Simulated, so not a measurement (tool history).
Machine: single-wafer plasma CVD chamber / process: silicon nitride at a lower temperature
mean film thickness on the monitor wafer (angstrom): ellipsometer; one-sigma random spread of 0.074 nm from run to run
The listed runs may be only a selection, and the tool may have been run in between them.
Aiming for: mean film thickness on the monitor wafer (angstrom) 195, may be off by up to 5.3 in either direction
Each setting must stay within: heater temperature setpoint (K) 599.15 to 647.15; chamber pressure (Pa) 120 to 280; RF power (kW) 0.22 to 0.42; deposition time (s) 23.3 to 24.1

run,hour,heater temperature setpoint (K),chamber pressure (Pa),RF power (kW),deposition time (s),mean film thickness on the monitor wafer (angstrom)
1,0,623.15,200,0.32,23.3,268.47
2,2.9,623.15,176,0.32,23.3,254.06
3,4.4,617.15,176,0.32,23.3,255.56
4,12.1,626.15,176,0.32,23.3,255.36
5,14,626.15,159,0.295,23.3,228.43
6,15.9,626.15,133,0.295,23.3,211.73
7,24.1,626.15,129,0.29,23.3,205.28
8,29.1,626.15,127,0.285,23.3,199.92

Which one of the following 4 next-run settings gets every result inside its allowed miss? There is exactly one.
A,34.1,622.15,124,0.295,24.1,?
B,34.1,607.15,149,0.27,23.3,?
C,34.1,629.15,139,0.275,23.5,?
D,34.1,624.15,129,0.265,23.6,?

move,mean film thickness on the monitor wafer (angstrom)
A,210.44
B,212.48
C,207.37
D,195.87
A: lands further from the targets than the last run did
B: lands further from the targets than the last run did
C: lands further from the targets than the last run did
D: meets every target
D is the move that brings every result within its allowed miss.
